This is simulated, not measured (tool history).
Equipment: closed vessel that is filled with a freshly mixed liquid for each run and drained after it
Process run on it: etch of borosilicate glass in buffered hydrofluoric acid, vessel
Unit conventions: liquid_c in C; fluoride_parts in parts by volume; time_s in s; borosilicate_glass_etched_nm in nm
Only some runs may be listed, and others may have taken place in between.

run,hour,liquid_c,fluoride_parts,time_s,borosilicate_glass_etched_nm
1,0,25,12,95,104.58
2,2.6,23.5,12,95,96.85
3,8.5,23.5,9,95,124.96
4,15.6,23.5,9,100,131.13
5,20.5,22,10,100,113.85
6,26.4,20.5,10,100,105.12
7,31,19.5,10.5,100,94.322
8,32.3,19,11,100,87.753
9,38.4,18.5,11,100,84.983

Run 10, settings as shown, results not yet in. Your forecast:
10,42.9,18,11,100,?

borosilicate_glass_etched_nm: 82.667 nm
